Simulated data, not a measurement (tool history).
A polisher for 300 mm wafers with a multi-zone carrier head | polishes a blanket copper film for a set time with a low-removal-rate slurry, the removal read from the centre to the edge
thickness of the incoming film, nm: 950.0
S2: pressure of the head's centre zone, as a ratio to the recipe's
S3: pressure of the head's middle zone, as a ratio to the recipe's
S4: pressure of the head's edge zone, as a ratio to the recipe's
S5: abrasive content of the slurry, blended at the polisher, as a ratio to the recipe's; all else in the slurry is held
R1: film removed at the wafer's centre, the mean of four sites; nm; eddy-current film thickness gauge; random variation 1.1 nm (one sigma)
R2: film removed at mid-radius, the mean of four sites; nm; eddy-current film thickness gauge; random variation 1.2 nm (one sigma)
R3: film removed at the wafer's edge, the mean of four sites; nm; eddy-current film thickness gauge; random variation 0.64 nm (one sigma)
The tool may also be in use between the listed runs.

Run 1, day 0: flow of slurry (ml/min) 300, S2 1, S3 1, S4 1, S5 1, polishing time (s) 31. Result: R1 87.039 nm, R2 92.327 nm, R3 88.53 nm.
Run 2, day 0.358: flow of slurry (ml/min) 300, S2 1, S3 0.94, S4 1, S5 1, polishing time (s) 31. Result: R1 86.167 nm, R2 89.634 nm, R3 87.538 nm.
Run 3, day 0.667: flow of slurry (ml/min) 300, S2 0.94, S3 0.94, S4 1, S5 1, polishing time (s) 31. Result: R1 81.047 nm, R2 88.557 nm, R3 88.354 nm.
Run 4, day 0.833: flow of slurry (ml/min) 300, S2 0.94, S3 0.88, S4 1, S5 1, polishing time (s) 31. Result: R1 82.034 nm, R2 87.744 nm, R3 88.421 nm.
Run 5, day 1.138: flow of slurry (ml/min) 250, S2 0.94, S3 0.88, S4 1, S5 1, polishing time (s) 31. Result: R1 76.451 nm, R2 84.047 nm, R3 86.839 nm.
Run 6, day 1.412: flow of slurry (ml/min) 250, S2 0.94, S3 0.88, S4 0.93, S5 1, polishing time (s) 31. Result: R1 80.388 nm, R2 84.872 nm, R3 82.78 nm.
Run 7, day 1.625: flow of slurry (ml/min) 260, S2 0.93, S3 0.89, S4 0.95, S5 1, polishing time (s) 31. Result: R1 80.406 nm, R2 86.803 nm, R3 85.102 nm.
Run 8, day 1.808: flow of slurry (ml/min) 270, S2 0.92, S3 0.9, S4 0.97, S5 1, polishing time (s) 31. Result: R1 79.727 nm, R2 86.736 nm, R3 86.415 nm.
Run 9, day 2.15: flow of slurry (ml/min) 280, S2 0.91, S3 0.92, S4 0.98, S5 1, polishing time (s) 31. Result: R1 79.658 nm, R2 89.407 nm, R3 86.337 nm.
Run 10, day 2.254: flow of slurry (ml/min) 285, S2 0.9, S3 0.92, S4 1, S5 1, polishing time (s) 31. Result: R1 77.127 nm, R2 87.689 nm, R3 86.586 nm.

Run 11 comes next. What will it give?
Run 11, day 2.588: flow of slurry (ml/min) 295, S2 0.9, S3 0.93, S4 1.02, S5 1.05, polishing time (s) 31. Result: R1 ?, R2 ?, R3 ?.

Run 11 gave R1 79.66 nm, R2 91.588 nm, R3 90.37 nm.
